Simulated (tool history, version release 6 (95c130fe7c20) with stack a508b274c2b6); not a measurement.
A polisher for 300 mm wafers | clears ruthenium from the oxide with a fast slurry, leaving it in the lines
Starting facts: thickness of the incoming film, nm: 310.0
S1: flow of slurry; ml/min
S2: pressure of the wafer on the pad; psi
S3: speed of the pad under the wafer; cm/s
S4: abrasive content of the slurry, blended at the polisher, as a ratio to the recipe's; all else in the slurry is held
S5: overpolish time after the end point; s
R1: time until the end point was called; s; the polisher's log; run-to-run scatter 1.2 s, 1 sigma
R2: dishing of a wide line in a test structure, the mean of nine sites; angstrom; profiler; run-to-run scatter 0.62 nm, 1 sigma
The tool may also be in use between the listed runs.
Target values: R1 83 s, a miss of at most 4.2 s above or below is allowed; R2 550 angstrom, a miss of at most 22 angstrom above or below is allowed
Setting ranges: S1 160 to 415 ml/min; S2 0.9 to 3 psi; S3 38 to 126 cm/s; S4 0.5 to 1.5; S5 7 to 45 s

run 1 day=0 | S1=265 S2=1.9 S3=82 S4=1 S5=23 | R1=113.72 R2=409.54
run 2 day=0.296 | S1=305 S2=1.9 S3=82 S4=1 S5=23 | R1=112.96 R2=408.64
run 3 day=0.533 | S1=305 S2=1.9 S3=82 S4=1.15 S5=23 | R1=105.84 R2=426.82
run 4 day=0.692 | S1=305 S2=1.4 S3=82 S4=1.15 S5=23 | R1=144.04 R2=331.14
run 5 day=0.925 | S1=305 S2=1.4 S3=82 S4=1.15 S5=13 | R1=139.81 R2=198.36
run 6 day=1.146 | S1=300 S2=1.7 S3=82 S4=1.1 S5=16 | R1=117.52 R2=279.02
run 7 day=1.258 | S1=280 S2=2.3 S3=80 S4=0.9 S5=23 | R1=99.323 R2=462.34
run 8 day=1.596 | S1=280 S2=2.3 S3=80 S4=0.9 S5=23 | R1=98.26 R2=450.76
run 9 day=1.896 | S1=280 S2=2.4 S3=80 S4=0.9 S5=23 | R1=94.217 R2=471.95

Of the 5 settings listed for the next run, only one would bring every result within its allowed miss of target. Which one?
run A day=2.196 | S1=340 S2=2.7 S3=62 S4=0.9 S5=23 | R1=? R2=?
run B day=2.196 | S1=290 S2=2.4 S3=86 S4=0.75 S5=30 | R1=? R2=?
run C day=2.196 | S1=270 S2=2.6 S3=78 S4=1.15 S5=25 | R1=? R2=?
run D day=2.196 | S1=265 S2=2.7 S3=84 S4=0.95 S5=18 | R1=? R2=?
run E day=2.196 | S1=180 S2=2.8 S3=74 S4=1 S5=24 | R1=? R2=?

move=A R1=103.2 R2=434.8
move=B R1=93.719 R2=574.55
move=C R1=82.445 R2=552.09
move=D R1=79.384 R2=440.86
move=E R1=87.534 R2=511.7
A: moves away from the targets compared with the last run
B: carries the result that was furthest off beyond its target, to the other side
C: each result inside its tolerance
D: moves away from the targets compared with the last run
E: closes in on the targets versus the last run, not all within tolerance yet
Correct choice: C, which meets every target
